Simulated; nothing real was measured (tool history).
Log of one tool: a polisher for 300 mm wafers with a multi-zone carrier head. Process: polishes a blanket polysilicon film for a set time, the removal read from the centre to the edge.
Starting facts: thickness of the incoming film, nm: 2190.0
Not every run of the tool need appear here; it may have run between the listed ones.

run	hour	flow of slurry (ml/min)	pressure of the head's centre zone	pressure of the head's middle zone	pressure of the head's edge zone	polishing time (s)	film removed at the wafer's centre (Å)	film removed at mid-radius (Å)	film removed at the wafer's edge (Å)
1	0.0	150	1.00	1.00	1.00	33	3257.6	3190.6	3198.2
2	1.1	155	0.97	1.04	1.04	35	3294.7	3590.0	3394.7
3	8.9	155	0.95	1.04	1.07	37	3448.5	3774.8	3672.0
4	16.4	160	0.93	1.06	1.09	39	3552.2	4017.5	3913.8
5	17.3	165	0.92	1.08	1.11	40	3705.7	4350.0	4064.4
6	22.0	165	0.92	1.00	1.11	40	3617.2	3928.2	4068.0
7	24.0	170	0.91	1.03	1.12	41	3749.8	4175.4	4120.8
8	29.1	165	0.90	1.06	1.13	42	3789.4	4467.6	4355.6
9	36.0	165	0.90	1.07	1.13	42	3839.3	4466.3	4337.4

For run 10, what comes out?
10	38.0	165	0.89	1.09	1.14	42	?	?	?

film removed at the wafer's centre (Å): 3770.3
film removed at mid-radius (Å): 4529.4
film removed at the wafer's edge (Å): 4307.2
